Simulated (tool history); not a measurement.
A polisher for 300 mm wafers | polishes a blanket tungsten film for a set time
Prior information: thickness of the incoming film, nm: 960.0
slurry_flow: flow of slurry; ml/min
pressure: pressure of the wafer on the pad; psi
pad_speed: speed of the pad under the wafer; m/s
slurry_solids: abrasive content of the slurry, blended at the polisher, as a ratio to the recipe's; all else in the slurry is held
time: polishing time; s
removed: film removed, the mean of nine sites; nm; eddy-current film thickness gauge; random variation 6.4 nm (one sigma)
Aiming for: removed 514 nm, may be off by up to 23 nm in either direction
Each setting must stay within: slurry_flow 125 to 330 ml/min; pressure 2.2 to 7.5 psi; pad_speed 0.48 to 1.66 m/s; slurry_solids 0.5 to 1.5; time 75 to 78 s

{"run": 1, "hour": 0.0, "slurry_flow": 210, "pressure": 4.8, "pad_speed": 1.06, "slurry_solids": 1, "time": 75, "removed": 324.19}
{"run": 2, "hour": 5.7, "slurry_flow": 210, "pressure": 4.2, "pad_speed": 1.06, "slurry_solids": 1, "time": 75, "removed": 289.81}
{"run": 3, "hour": 11.7, "slurry_flow": 210, "pressure": 4.8, "pad_speed": 1.08, "slurry_solids": 1, "time": 75, "removed": 337.29}
{"run": 4, "hour": 17.9, "slurry_flow": 160, "pressure": 4.8, "pad_speed": 1.08, "slurry_solids": 1, "time": 75, "removed": 317.88}
{"run": 5, "hour": 25.1, "slurry_flow": 140, "pressure": 4.8, "pad_speed": 1.08, "slurry_solids": 1, "time": 75, "removed": 317.27}
{"hour": 27.2, "done": "slurry tank refilled with fresh slurry and peroxide"}
{"run": 6, "hour": 27.2, "slurry_flow": 140, "pressure": 4.8, "pad_speed": 1.08, "slurry_solids": 1.15, "time": 75, "removed": 390.51}
{"run": 7, "hour": 34.2, "slurry_flow": 140, "pressure": 5.1, "pad_speed": 1.08, "slurry_solids": 1.15, "time": 75, "removed": 421.28}
{"run": 8, "hour": 35.1, "slurry_flow": 140, "pressure": 5.3, "pad_speed": 1.08, "slurry_solids": 1.15, "time": 75, "removed": 439.18}
{"run": 9, "hour": 39.1, "slurry_flow": 140, "pressure": 5.4, "pad_speed": 1.08, "slurry_solids": 1.15, "time": 75, "removed": 438.96}
{"run": 10, "hour": 42.0, "slurry_flow": 140, "pressure": 5.6, "pad_speed": 1.08, "slurry_solids": 1.15, "time": 75, "removed": 459.04}
{"run": 11, "hour": 47.1, "slurry_flow": 140, "pressure": 5.7, "pad_speed": 1.08, "slurry_solids": 1.15, "time": 75, "removed": 469.1}
{"run": 12, "hour": 47.9, "slurry_flow": 140, "pressure": 5.8, "pad_speed": 1.08, "slurry_solids": 1.15, "time": 75, "removed": 472.42}
{"run": 13, "hour": 56.2, "slurry_flow": 140, "pressure": 5.9, "pad_speed": 1.08, "slurry_solids": 1.15, "time": 75, "removed": 477.27}

Which one of the following 4 next-run settings gets every result inside its allowed miss? There is exactly one.
{"run": "A", "hour": 64.5, "slurry_flow": 130, "pressure": 6.8, "pad_speed": 1.06, "slurry_solids": 0.85, "time": 78, "removed": "?"}
{"run": "B", "hour": 64.5, "slurry_flow": 145, "pressure": 5.6, "pad_speed": 1.08, "slurry_solids": 1.1, "time": 78, "removed": "?"}
{"run": "C", "hour": 64.5, "slurry_flow": 125, "pressure": 5.3, "pad_speed": 1.12, "slurry_solids": 1.25, "time": 75, "removed": "?"}
{"run": "D", "hour": 64.5, "slurry_flow": 140, "pressure": 7.5, "pad_speed": 0.76, "slurry_solids": 1.15, "time": 78, "removed": "?"}

move=A removed=504.25
move=B removed=465.2
move=C removed=444.64
move=D removed=444.13
A: every result lands within tolerance
B: lands further from the targets than the last run did
C: lands further from the targets than the last run did
D: lands further from the targets than the last run did
Answer: A
